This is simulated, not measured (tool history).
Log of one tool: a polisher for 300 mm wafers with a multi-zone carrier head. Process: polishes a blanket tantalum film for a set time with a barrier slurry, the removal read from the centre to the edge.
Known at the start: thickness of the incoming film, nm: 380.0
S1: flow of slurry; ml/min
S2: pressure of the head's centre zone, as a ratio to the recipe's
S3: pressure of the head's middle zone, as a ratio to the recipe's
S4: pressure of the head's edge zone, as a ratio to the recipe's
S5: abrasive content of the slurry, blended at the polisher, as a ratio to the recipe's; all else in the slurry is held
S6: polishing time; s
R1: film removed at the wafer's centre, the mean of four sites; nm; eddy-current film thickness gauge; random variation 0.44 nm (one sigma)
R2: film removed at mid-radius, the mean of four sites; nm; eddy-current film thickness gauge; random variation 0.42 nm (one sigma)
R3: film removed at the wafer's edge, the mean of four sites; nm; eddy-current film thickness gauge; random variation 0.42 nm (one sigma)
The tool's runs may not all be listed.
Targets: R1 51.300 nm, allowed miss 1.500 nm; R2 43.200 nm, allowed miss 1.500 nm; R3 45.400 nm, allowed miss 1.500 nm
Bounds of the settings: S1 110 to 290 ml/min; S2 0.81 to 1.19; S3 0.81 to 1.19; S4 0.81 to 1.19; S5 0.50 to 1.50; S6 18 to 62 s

| run | hour | S1 | S2 | S3 | S4 | S5 | S6 | R1 | R2 | R3 |
|---|---|---|---|---|---|---|---|---|---|---|
| 1 | 0.0 | 185 | 1.00 | 1.00 | 1.00 | 1.00 | 40 | 54.280 | 49.461 | 47.886 |
| 2 | 3.7 | 185 | 1.00 | 1.00 | 1.00 | 1.00 | 44 | 59.200 | 53.832 | 52.346 |
| 3 | 6.9 | 185 | 1.06 | 1.00 | 1.00 | 1.00 | 44 | 64.015 | 54.688 | 53.085 |
| 4 | 13.3 | 180 | 1.04 | 0.98 | 0.98 | 1.00 | 44 | 62.228 | 53.571 | 51.705 |
| 5 | 18.8 | 180 | 0.97 | 0.98 | 0.98 | 1.00 | 44 | 57.290 | 53.227 | 52.061 |
| 6 | 19.8 | 180 | 0.97 | 0.98 | 0.91 | 1.00 | 44 | 58.155 | 53.176 | 51.000 |
| 7 | 28.8 | 140 | 0.94 | 0.88 | 0.84 | 0.75 | 43 | 45.644 | 40.442 | 40.460 |
| 8 | 36.2 | 150 | 0.94 | 0.88 | 0.85 | 0.75 | 43 | 45.890 | 39.983 | 40.934 |
|  | 42.4 | centre zone pressure recalibrated |
| 9 | 42.4 | 200 | 0.98 | 0.94 | 0.94 | 0.85 | 43 | 48.054 | 47.130 | 46.263 |
| 10 | 43.1 | 190 | 0.98 | 0.93 | 0.94 | 0.85 | 43 | 48.819 | 45.983 | 46.030 |
| 11 | 46.0 | 185 | 0.98 | 0.92 | 0.94 | 0.85 | 43 | 48.856 | 45.444 | 46.780 |
| 12 | 52.4 | 180 | 0.98 | 0.92 | 0.94 | 0.85 | 43 | 48.168 | 45.730 | 46.012 |

Which of these 5 next moves meets every target?
| A | 58.8 | 190 | 1.04 | 0.93 | 0.91 | 1.15 | 38 | ? | ? | ? |
| B | 58.8 | 225 | 0.99 | 0.86 | 0.91 | 1.00 | 43 | ? | ? | ? |
| C | 58.8 | 110 | 1.04 | 0.85 | 0.98 | 0.95 | 44 | ? | ? | ? |
| D | 58.8 | 110 | 1.02 | 0.84 | 0.82 | 1.00 | 44 | ? | ? | ? |
| E | 58.8 | 110 | 1.15 | 0.88 | 0.91 | 1.05 | 41 | ? | ? | ? |

| move | R1 | R2 | R3 |
|---|---|---|---|
| A | 51.068 | 46.764 | 45.523 |
| B | 53.399 | 48.089 | 49.731 |
| C | 50.538 | 43.392 | 48.060 |
| D | 50.610 | 43.902 | 45.531 |
| E | 54.235 | 43.273 | 45.108 |
A: brings the result that was furthest off to its target, and leaves another outside
B: takes the result that was furthest off past its target
C: brings the result that was furthest off to its target, and leaves another outside
D: meets every target
E: takes the result that was furthest off past its target
The right move is D.
